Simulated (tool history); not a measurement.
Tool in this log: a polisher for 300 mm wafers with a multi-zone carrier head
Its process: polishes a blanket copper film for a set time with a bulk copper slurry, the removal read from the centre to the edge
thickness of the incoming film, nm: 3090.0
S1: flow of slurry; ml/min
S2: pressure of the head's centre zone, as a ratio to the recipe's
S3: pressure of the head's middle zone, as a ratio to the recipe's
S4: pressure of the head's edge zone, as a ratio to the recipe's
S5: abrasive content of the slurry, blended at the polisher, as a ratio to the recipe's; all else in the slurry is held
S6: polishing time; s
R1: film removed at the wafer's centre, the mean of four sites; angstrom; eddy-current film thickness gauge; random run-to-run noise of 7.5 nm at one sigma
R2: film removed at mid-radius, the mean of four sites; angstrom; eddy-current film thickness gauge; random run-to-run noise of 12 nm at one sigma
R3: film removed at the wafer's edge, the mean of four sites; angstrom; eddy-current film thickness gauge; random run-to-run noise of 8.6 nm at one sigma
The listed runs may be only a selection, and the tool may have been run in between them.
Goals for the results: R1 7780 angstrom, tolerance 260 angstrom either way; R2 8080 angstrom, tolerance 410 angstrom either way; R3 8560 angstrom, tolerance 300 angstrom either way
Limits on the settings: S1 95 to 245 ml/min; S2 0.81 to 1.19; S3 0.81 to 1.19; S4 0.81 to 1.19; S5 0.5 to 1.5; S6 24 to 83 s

{"run": 1, "hour": 0.0, "S1": 155, "S2": 1, "S3": 1, "S4": 1, "S5": 1, "S6": 53, "R1": 5577.1, "R2": 5757.4, "R3": 5573.6}
{"run": 2, "hour": 1.8, "S1": 155, "S2": 1, "S3": 0.93, "S4": 1, "S5": 1, "S6": 53, "R1": 5492.2, "R2": 5374.8, "R3": 5545.3}
{"run": 3, "hour": 4.0, "S1": 155, "S2": 1.04, "S3": 0.93, "S4": 1, "S5": 1, "S6": 53, "R1": 5821.3, "R2": 5511.7, "R3": 5636.8}
{"run": 4, "hour": 5.5, "S1": 155, "S2": 1.1, "S3": 0.93, "S4": 1, "S5": 1, "S6": 53, "R1": 6208.8, "R2": 5468, "R3": 5685.1}
{"run": 5, "hour": 8.0, "S1": 155, "S2": 1.09, "S3": 0.94, "S4": 1.02, "S5": 1.05, "S6": 55, "R1": 6387.5, "R2": 5745.2, "R3": 5937.4}
{"run": 6, "hour": 13.7, "S1": 155, "S2": 1.09, "S3": 0.94, "S4": 0.97, "S5": 1.05, "S6": 55, "R1": 6359.6, "R2": 5823.4, "R3": 5784.2}
{"run": 7, "hour": 20.8, "S1": 155, "S2": 1.08, "S3": 0.95, "S4": 0.99, "S5": 1.1, "S6": 57, "R1": 6690.3, "R2": 6133.9, "R3": 6160.4}
{"run": 8, "hour": 27.4, "S1": 155, "S2": 1.06, "S3": 0.96, "S4": 1.01, "S5": 1.15, "S6": 58, "R1": 6704.5, "R2": 6223.5, "R3": 6359}
{"run": 9, "hour": 36.0, "S1": 155, "S2": 1.05, "S3": 0.97, "S4": 1.03, "S5": 1.2, "S6": 59, "R1": 6935, "R2": 6821.6, "R3": 6617.8}
{"run": 10, "hour": 40.7, "S1": 155, "S2": 1.04, "S3": 0.96, "S4": 1.05, "S5": 1.25, "S6": 60, "R1": 6873.3, "R2": 6756.5, "R3": 6840.2}
{"run": 11, "hour": 44.5, "S1": 160, "S2": 1.04, "S3": 0.96, "S4": 1.07, "S5": 1.3, "S6": 61, "R1": 7279.6, "R2": 7047.9, "R3": 7247.2}
{"run": 12, "hour": 49.1, "S1": 205, "S2": 0.96, "S3": 1.01, "S4": 1.17, "S5": 1.45, "S6": 62, "R1": 7201.1, "R2": 7689.5, "R3": 7805.7}
{"run": 13, "hour": 57.1, "S1": 205, "S2": 0.96, "S3": 0.99, "S4": 1.18, "S5": 1.45, "S6": 64, "R1": 7483.1, "R2": 7915.9, "R3": 8185}

Which single option among these 4 for the next run brings every result within its allowed miss of target? Just one does.
{"run": "A", "hour": 65.1, "S1": 215, "S2": 0.93, "S3": 1.11, "S4": 1.15, "S5": 1.4, "S6": 64, "R1": "?", "R2": "?", "R3": "?"}
{"run": "B", "hour": 65.1, "S1": 200, "S2": 0.9, "S3": 0.88, "S4": 1.19, "S5": 1.45, "S6": 72, "R1": "?", "R2": "?", "R3": "?"}
{"run": "C", "hour": 65.1, "S1": 190, "S2": 0.94, "S3": 0.94, "S4": 1.12, "S5": 1.5, "S6": 68, "R1": "?", "R2": "?", "R3": "?"}
{"run": "D", "hour": 65.1, "S1": 170, "S2": 0.92, "S3": 0.83, "S4": 1.19, "S5": 1.5, "S6": 66, "R1": "?", "R2": "?", "R3": "?"}

move=A R1=7216.6 R2=8708.5 R3=8071.4
move=B R1=7850.9 R2=8198.1 R3=9272.3
move=C R1=7773.7 R2=8171 R3=8581.1
move=D R1=7274.5 R2=7128.5 R3=8471.2
A: further off than the last run
B: the result that was furthest off in the last run now lies on the other side of its target
C: each result inside its tolerance
D: meets the target for the result that was furthest off, but another lies outside its allowed miss
Answer: C

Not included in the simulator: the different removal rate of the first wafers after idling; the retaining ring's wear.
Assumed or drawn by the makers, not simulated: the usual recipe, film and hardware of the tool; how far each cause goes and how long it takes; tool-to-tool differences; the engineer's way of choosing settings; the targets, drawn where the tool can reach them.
